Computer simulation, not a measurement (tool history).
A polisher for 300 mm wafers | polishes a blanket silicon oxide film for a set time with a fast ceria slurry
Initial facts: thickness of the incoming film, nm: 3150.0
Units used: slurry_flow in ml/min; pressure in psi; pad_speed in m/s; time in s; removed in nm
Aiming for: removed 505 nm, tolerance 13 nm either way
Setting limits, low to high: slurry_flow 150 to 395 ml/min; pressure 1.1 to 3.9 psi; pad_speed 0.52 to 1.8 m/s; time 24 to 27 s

run  hour  slurry_flow  pressure  pad_speed  time  removed
  1     0          250       2.5       1.16    27   360.17
  2   1.9          255       2.7       1.16    27   384.63
  3   3.9          255       2.7       1.28    27    414.8
  4   4.5          255       2.8       1.28    27   428.11
  5  10.8          255       2.8       1.28    24   383.39
  6  14.3          300       2.8       1.28    24    391.7
  7  20.3          300         3       1.28    24   421.23
  8  25.3          300       3.1       1.28    24   432.56
  9  34.2          300       3.2       1.28    24   449.03
 10  36.4          300       3.3       1.28    24   463.68
 11  37.3          300       3.4       1.28    24   464.45

Which single option among these 4 for the next run brings every result within its allowed miss of target? Just one does.
  A  38.2          320       3.4        1.3    27        ?
  B  38.2          325       3.5        1.4    25        ?
  C  38.2          300       2.9       1.34    27        ?
  D  38.2          300       3.7       1.18    25        ?

move  removed
   A   547.38
   B   552.41
   C   476.73
   D   509.22
A: pushes the last run's worst result past its target
B: pushes the last run's worst result past its target
C: an improvement on the last run, though not all results are within tolerance
D: every result within its allowed miss
The move that meets every target is D.
